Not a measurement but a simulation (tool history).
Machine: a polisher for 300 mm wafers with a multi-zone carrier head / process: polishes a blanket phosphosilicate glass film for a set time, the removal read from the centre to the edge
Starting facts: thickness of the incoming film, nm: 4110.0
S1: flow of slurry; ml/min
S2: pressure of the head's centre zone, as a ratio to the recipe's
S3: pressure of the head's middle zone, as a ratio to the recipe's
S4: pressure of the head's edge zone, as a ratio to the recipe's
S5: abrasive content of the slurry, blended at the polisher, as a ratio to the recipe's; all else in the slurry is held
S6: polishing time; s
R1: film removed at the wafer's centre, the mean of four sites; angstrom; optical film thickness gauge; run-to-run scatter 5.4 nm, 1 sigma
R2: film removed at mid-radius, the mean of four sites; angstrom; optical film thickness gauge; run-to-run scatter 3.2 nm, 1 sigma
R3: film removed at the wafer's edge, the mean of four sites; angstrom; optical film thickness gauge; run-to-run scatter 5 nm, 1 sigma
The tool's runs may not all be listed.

run,hour,S1,S2,S3,S4,S5,S6,R1,R2,R3
1,0.0,240,1.00,1.00,1.00,1.00,55,6716.4,6705.2,6889.2
2,2.0,275,1.00,1.00,1.00,1.00,55,6703.6,6928.0,7000.4
3,3.7,265,1.00,0.98,0.96,0.85,50,5687.6,5574.7,5713.9
4,9.8,265,1.00,0.98,0.96,0.85,39,4406.2,4400.6,4404.1
5,15.3,260,0.99,0.97,0.93,0.80,39,4209.4,4240.9,4254.7
6,20.1,260,1.06,0.97,0.93,0.80,39,4549.1,4203.7,4225.9
7,22.4,255,1.04,0.96,0.90,0.75,39,4430.2,4019.2,4102.7
8,24.8,255,1.02,0.96,0.89,0.70,39,4007.1,3890.4,3906.7
9,26.9,250,1.02,0.96,0.88,0.70,39,4141.2,3891.9,3909.9
10,33.0,245,1.01,0.96,0.87,0.70,39,4038.1,3909.7,3924.3
11,34.9,245,1.01,0.96,0.86,0.70,39,3995.3,3908.9,3849.5

Forecast run 12:
12,37.3,240,1.01,0.95,0.85,0.70,39,?,?,?

R1: 3963.7 angstrom
R2: 3931.2 angstrom
R3: 3737.3 angstrom

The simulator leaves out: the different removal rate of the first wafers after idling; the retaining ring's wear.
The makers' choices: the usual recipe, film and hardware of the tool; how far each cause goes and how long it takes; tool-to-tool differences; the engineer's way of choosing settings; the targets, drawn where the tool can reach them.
